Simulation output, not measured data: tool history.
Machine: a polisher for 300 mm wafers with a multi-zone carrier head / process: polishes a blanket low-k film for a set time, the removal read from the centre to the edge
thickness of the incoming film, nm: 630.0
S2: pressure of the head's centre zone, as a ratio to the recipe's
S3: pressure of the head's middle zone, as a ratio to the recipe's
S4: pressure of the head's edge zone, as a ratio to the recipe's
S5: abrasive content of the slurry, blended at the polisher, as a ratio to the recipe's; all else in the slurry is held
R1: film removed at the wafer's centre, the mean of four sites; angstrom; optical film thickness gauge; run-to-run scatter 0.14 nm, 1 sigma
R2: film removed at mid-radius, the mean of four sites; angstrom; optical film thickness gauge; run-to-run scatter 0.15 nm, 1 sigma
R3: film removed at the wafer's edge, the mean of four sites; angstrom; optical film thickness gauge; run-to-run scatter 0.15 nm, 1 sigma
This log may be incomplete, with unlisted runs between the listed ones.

Run 1, hour 0: flow of slurry (ml/min) 320, S2 1, S3 1, S4 1, S5 1, polishing time (s) 49. Result: R1 155.04 angstrom, R2 159.85 angstrom, R3 158.43 angstrom.
Run 2, hour 4.9: flow of slurry (ml/min) 260, S2 1, S3 1, S4 1, S5 1, polishing time (s) 49. Result: R1 152.25 angstrom, R2 153.26 angstrom, R3 153.23 angstrom.
Run 3, hour 13.8: flow of slurry (ml/min) 255, S2 0.99, S3 0.99, S4 1, S5 1, polishing time (s) 49. Result: R1 150.83 angstrom, R2 151.11 angstrom, R3 153.83 angstrom.
Run 4, hour 16.4: flow of slurry (ml/min) 255, S2 1.05, S3 0.99, S4 1, S5 1, polishing time (s) 49. Result: R1 160.06 angstrom, R2 153.14 angstrom, R3 154.19 angstrom.
Run 5, hour 20.4: flow of slurry (ml/min) 255, S2 1.05, S3 0.99, S4 1, S5 1, polishing time (s) 37. Result: R1 120.85 angstrom, R2 116.48 angstrom, R3 116.71 angstrom.
Run 6, hour 21.2: flow of slurry (ml/min) 265, S2 1.05, S3 0.99, S4 1.02, S5 1, polishing time (s) 37. Result: R1 122.6 angstrom, R2 117.34 angstrom, R3 118.86 angstrom.
Run 7, hour 27.2: flow of slurry (ml/min) 275, S2 1.05, S3 0.99, S4 1.04, S5 1, polishing time (s) 37. Result: R1 122.88 angstrom, R2 118.96 angstrom, R3 121.94 angstrom.
Run 8, hour 36: flow of slurry (ml/min) 335, S2 1.07, S3 1.01, S4 1.14, S5 1.1, polishing time (s) 37. Result: R1 132.12 angstrom, R2 125.4 angstrom, R3 132.07 angstrom.

Forecast run 9:
Run 9, hour 39.3: flow of slurry (ml/min) 335, S2 1.06, S3 1.01, S4 1.15, S5 1.1, polishing time (s) 37. Result: R1 ?, R2 ?, R3 ?.

R1: 132.19 angstrom
R2: 126.1 angstrom
R3: 134.03 angstrom

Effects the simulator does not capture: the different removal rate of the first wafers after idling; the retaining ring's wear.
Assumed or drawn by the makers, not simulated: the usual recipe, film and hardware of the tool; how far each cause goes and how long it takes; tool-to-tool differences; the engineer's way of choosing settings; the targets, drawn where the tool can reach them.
